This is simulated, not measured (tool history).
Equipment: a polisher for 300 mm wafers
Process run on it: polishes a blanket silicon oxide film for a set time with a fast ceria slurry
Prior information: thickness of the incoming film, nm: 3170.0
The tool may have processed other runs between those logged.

| run | hour | flow of slurry (ml/min) | pressure of the wafer on the pad (psi) | speed of the pad under the wafer (m/s) | polishing time (s) | film removed (Å) |
|---|---|---|---|---|---|---|
| 1 | 0.0 | 135 | 3.1 | 0.94 | 65 | 8912.7 |
| 2 | 1.1 | 135 | 3.5 | 0.96 | 65 | 10364.0 |
| 3 | 3.3 | 135 | 2.8 | 0.96 | 65 | 8105.8 |
| 4 | 8.3 | 135 | 2.8 | 0.96 | 65 | 8254.0 |
| 5 | 13.1 | 135 | 2.2 | 0.96 | 65 | 6476.1 |
| 6 | 17.4 | 135 | 2.2 | 0.96 | 68 | 6892.9 |
| 7 | 21.7 | 135 | 2.8 | 0.98 | 68 | 8744.5 |
| 8 | 27.3 | 135 | 3.2 | 1.00 | 68 | 10158.0 |
| 9 | 33.1 | 135 | 3.5 | 1.00 | 68 | 11140.0 |

For run 10, what comes out?
| 10 | 40.3 | 135 | 3.8 | 1.00 | 68 | ? |

Run 10 yielded film removed (Å) 11689.0.
